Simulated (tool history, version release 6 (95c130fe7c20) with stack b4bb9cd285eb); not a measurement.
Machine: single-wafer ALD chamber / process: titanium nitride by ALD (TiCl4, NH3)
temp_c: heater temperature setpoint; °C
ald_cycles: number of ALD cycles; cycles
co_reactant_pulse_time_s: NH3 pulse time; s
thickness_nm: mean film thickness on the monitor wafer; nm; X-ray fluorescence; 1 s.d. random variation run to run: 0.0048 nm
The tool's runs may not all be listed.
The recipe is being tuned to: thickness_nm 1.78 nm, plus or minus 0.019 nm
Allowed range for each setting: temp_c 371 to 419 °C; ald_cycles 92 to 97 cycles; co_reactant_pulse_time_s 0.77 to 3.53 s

run 1 hour=0 | temp_c=395 ald_cycles=97 co_reactant_pulse_time_s=2.15 | thickness_nm=1.9169
run 2 hour=8.9 | temp_c=389 ald_cycles=97 co_reactant_pulse_time_s=2.15 | thickness_nm=1.9
run 3 hour=14.2 | temp_c=387 ald_cycles=96 co_reactant_pulse_time_s=2.07 | thickness_nm=1.8884
run 4 hour=18.3 | temp_c=384 ald_cycles=95 co_reactant_pulse_time_s=1.88 | thickness_nm=1.8545
run 5 hour=24.8 | temp_c=384 ald_cycles=95 co_reactant_pulse_time_s=2.28 | thickness_nm=1.8664
run 6 hour=27.7 | temp_c=384 ald_cycles=95 co_reactant_pulse_time_s=2.02 | thickness_nm=1.8531
run 7 hour=33.4 | temp_c=383 ald_cycles=95 co_reactant_pulse_time_s=1.97 | thickness_nm=1.8569
run 8 hour=40.7 | temp_c=373 ald_cycles=92 co_reactant_pulse_time_s=1.28 | thickness_nm=1.7237
run 9 hour=42.2 | temp_c=374 ald_cycles=92 co_reactant_pulse_time_s=1.28 | thickness_nm=1.73
run 10 hour=44.4 | temp_c=375 ald_cycles=92 co_reactant_pulse_time_s=1.28 | thickness_nm=1.7382
run 11 hour=51.2 | temp_c=376 ald_cycles=92 co_reactant_pulse_time_s=1.28 | thickness_nm=1.7382
run 12 hour=57.8 | temp_c=377 ald_cycles=92 co_reactant_pulse_time_s=1.28 | thickness_nm=1.7428
run 13 hour=58.9 | temp_c=378 ald_cycles=92 co_reactant_pulse_time_s=1.28 | thickness_nm=1.7396
run 14 hour=66.3 | temp_c=379 ald_cycles=92 co_reactant_pulse_time_s=1.28 | thickness_nm=1.7436
run 15 hour=70.7 | temp_c=380 ald_cycles=92 co_reactant_pulse_time_s=1.28 | thickness_nm=1.7454
-- hour=76.3 thermocouple changed; heater temperature recalibrated
run 16 hour=76.3 | temp_c=381 ald_cycles=92 co_reactant_pulse_time_s=1.28 | thickness_nm=1.7594

Which one of the following 5 next-run settings gets every result inside its allowed miss? There is exactly one.
run A hour=81.9 | temp_c=377 ald_cycles=92 co_reactant_pulse_time_s=1.01 | thickness_nm=?
run B hour=81.9 | temp_c=373 ald_cycles=92 co_reactant_pulse_time_s=1 | thickness_nm=?
run C hour=81.9 | temp_c=371 ald_cycles=95 co_reactant_pulse_time_s=1.07 | thickness_nm=?
run D hour=81.9 | temp_c=371 ald_cycles=95 co_reactant_pulse_time_s=0.78 | thickness_nm=?
run E hour=81.9 | temp_c=382 ald_cycles=93 co_reactant_pulse_time_s=0.93 | thickness_nm=?

move=A thickness_nm=1.7325
move=B thickness_nm=1.7216
move=C thickness_nm=1.7785
move=D thickness_nm=1.742
move=E thickness_nm=1.7553
A: misses by more than the last run did
B: misses by more than the last run did
C: all results in spec
D: misses by more than the last run did
E: misses by more than the last run did
The right move is C.

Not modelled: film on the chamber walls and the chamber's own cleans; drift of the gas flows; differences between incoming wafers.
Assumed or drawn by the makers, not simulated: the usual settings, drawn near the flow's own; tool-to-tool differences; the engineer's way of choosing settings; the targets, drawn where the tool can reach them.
